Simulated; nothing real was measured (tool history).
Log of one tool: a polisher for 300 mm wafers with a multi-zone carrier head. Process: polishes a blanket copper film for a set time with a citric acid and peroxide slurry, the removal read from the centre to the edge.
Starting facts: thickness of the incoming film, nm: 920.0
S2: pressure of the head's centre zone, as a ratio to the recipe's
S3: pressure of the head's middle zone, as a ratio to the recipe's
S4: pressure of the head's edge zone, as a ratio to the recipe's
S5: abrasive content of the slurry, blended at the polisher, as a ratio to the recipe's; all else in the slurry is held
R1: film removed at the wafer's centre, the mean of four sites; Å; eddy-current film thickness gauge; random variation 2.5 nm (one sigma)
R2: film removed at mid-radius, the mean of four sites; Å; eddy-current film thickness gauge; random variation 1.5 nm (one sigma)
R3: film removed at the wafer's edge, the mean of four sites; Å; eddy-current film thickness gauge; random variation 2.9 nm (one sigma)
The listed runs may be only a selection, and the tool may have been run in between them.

run 1 day=0.000 | flow_of_slurry_(ml/min)=210 S2=1.00 S3=1.00 S4=1.00 S5=1.00 polishing_time_(s)=78 | R1=1509.8 R2=1491.9 R3=1497.3
run 2 day=0.308 | flow_of_slurry_(ml/min)=210 S2=1.00 S3=1.00 S4=1.00 S5=0.85 polishing_time_(s)=78 | R1=1467.0 R2=1433.2 R3=1414.5
run 3 day=0.633 | flow_of_slurry_(ml/min)=230 S2=1.02 S3=1.06 S4=1.05 S5=1.05 polishing_time_(s)=82 | R1=1659.0 R2=1682.2 R3=1602.4
run 4 day=0.979 | flow_of_slurry_(ml/min)=235 S2=1.01 S3=1.08 S4=1.08 S5=1.20 polishing_time_(s)=88 | R1=1843.5 R2=1896.8 R3=1865.8
run 5 day=1.350 | flow_of_slurry_(ml/min)=215 S2=1.01 S3=1.08 S4=1.08 S5=1.20 polishing_time_(s)=88 | R1=1812.3 R2=1898.4 R3=1816.7
run 6 day=1.517 | flow_of_slurry_(ml/min)=215 S2=1.01 S3=1.08 S4=1.08 S5=1.00 polishing_time_(s)=88 | R1=1735.1 R2=1781.4 R3=1793.5
run 7 day=1.608 | flow_of_slurry_(ml/min)=220 S2=1.02 S3=1.11 S4=1.11 S5=1.15 polishing_time_(s)=91 | R1=1926.4 R2=1990.5 R3=1921.1
run 8 day=1.950 | flow_of_slurry_(ml/min)=250 S2=0.94 S3=1.11 S4=1.19 S5=1.40 polishing_time_(s)=100 | R1=2062.9 R2=2362.7 R3=2313.3

Expected results for the next run?
run 9 day=2.108 | flow_of_slurry_(ml/min)=260 S2=0.96 S3=1.11 S4=1.18 S5=1.40 polishing_time_(s)=100 | R1=? R2=? R3=?

R1: 2102.2 Å
R2: 2337.2 Å
R3: 2333.6 Å
